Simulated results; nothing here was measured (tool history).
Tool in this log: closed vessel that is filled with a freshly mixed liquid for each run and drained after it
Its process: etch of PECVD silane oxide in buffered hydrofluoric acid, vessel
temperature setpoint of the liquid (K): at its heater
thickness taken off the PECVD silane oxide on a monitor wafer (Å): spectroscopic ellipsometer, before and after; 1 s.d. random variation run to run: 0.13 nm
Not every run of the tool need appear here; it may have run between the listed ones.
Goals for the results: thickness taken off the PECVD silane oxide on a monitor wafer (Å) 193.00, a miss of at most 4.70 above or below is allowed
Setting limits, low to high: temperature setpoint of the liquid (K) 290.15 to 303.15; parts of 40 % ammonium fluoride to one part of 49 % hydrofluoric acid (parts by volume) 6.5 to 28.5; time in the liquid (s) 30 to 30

| run | hour | temperature setpoint of the liquid (K) | parts of 40 % ammonium fluoride to one part of 49 % hydrofluoric acid (parts by volume) | time in the liquid (s) | thickness taken off the PECVD silane oxide on a monitor wafer (Å) |
|---|---|---|---|---|---|
| 1 | 0.0 | 295.15 | 17.5 | 30 | 238.70 |
| 2 | 5.5 | 294.15 | 17.5 | 30 | 228.13 |
| 3 | 10.2 | 293.15 | 17.5 | 30 | 216.45 |
| 4 | 18.3 | 292.65 | 17.5 | 30 | 208.24 |
| 5 | 20.9 | 292.65 | 13.0 | 30 | 280.17 |
| 6 | 25.1 | 292.65 | 13.0 | 30 | 279.71 |
| 7 | 27.6 | 292.15 | 14.0 | 30 | 252.76 |
| 8 | 28.8 | 291.65 | 14.5 | 30 | 238.97 |
| 9 | 30.3 | 291.15 | 15.0 | 30 | 224.00 |
| 10 | 38.5 | 290.65 | 15.5 | 30 | 212.20 |
| 11 | 47.5 | 290.65 | 16.0 | 30 | 206.08 |

Exactly one of the 4 candidate moves below puts every result within its allowed miss. Which one?
| A | 56.5 | 290.15 | 15.5 | 30 | ? |
| B | 56.5 | 292.65 | 19.0 | 30 | ? |
| C | 56.5 | 293.65 | 18.5 | 30 | ? |
| D | 56.5 | 290.15 | 15.0 | 30 | ? |

| move | thickness taken off the PECVD silane oxide on a monitor wafer (Å) |
|---|---|
| A | 202.52 |
| B | 190.91 |
| C | 207.33 |
| D | 209.16 |
A: nearer the targets than the last run, but a result is still out of spec
B: all results land within tolerance of their targets
C: moves away from the targets compared with the last run
D: moves away from the targets compared with the last run
Answer: B
